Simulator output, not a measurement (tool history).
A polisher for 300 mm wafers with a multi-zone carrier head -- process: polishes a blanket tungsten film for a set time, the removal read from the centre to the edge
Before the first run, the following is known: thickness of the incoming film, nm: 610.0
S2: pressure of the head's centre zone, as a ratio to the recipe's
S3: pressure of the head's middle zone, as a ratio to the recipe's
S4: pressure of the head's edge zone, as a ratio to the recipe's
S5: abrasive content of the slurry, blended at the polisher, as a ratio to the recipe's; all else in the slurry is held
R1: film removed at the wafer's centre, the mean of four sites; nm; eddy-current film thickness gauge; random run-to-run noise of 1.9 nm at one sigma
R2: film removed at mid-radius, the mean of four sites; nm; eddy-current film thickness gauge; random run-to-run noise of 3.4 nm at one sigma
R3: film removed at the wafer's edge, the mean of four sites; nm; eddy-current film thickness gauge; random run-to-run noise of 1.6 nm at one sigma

run 1 day=0 | flow_of_slurry_(ml/min)=150 S2=1 S3=1 S4=1 S5=1 polishing_time_(s)=46 | R1=184.65 R2=190.3 R3=189.02
run 2 day=0.05 | flow_of_slurry_(ml/min)=150 S2=1 S3=1 S4=1.07 S5=1 polishing_time_(s)=46 | R1=186.19 R2=190.7 R3=197.32
run 3 day=0.338 | flow_of_slurry_(ml/min)=150 S2=1 S3=1 S4=1.03 S5=1 polishing_time_(s)=46 | R1=184.37 R2=186.8 R3=193.54
run 4 day=0.492 | flow_of_slurry_(ml/min)=150 S2=1 S3=1 S4=1.09 S5=1 polishing_time_(s)=46 | R1=184.52 R2=186.3 R3=199.38
run 5 day=0.592 | flow_of_slurry_(ml/min)=150 S2=1 S3=1 S4=1.09 S5=0.85 polishing_time_(s)=46 | R1=179.98 R2=184.27 R3=191.64
run 6 day=0.812 | flow_of_slurry_(ml/min)=150 S2=1 S3=1 S4=1.09 S5=0.7 polishing_time_(s)=46 | R1=176.48 R2=180.71 R3=187.38
run 7 day=1.004 | flow_of_slurry_(ml/min)=170 S2=1.06 S3=1 S4=1.1 S5=0.9 polishing_time_(s)=47 | R1=203.13 R2=185.9 R3=201.03
run 8 day=1.175 | flow_of_slurry_(ml/min)=180 S2=1.1 S3=1.04 S4=1.11 S5=1.05 polishing_time_(s)=48 | R1=222.93 R2=212.99 R3=213.62
run 9 day=1.371 | flow_of_slurry_(ml/min)=190 S2=1.13 S3=1.02 S4=1.11 S5=1.15 polishing_time_(s)=48 | R1=234.06 R2=210.64 R3=218.63

Run 10 has not been measured yet. What should we expect?
run 10 day=1.746 | flow_of_slurry_(ml/min)=200 S2=1.15 S3=1.01 S4=1.1 S5=1.25 polishing_time_(s)=49 | R1=? R2=? R3=?

{"run 10": {"R1": 245.53, "R2": 211.38, "R3": 229.07}}
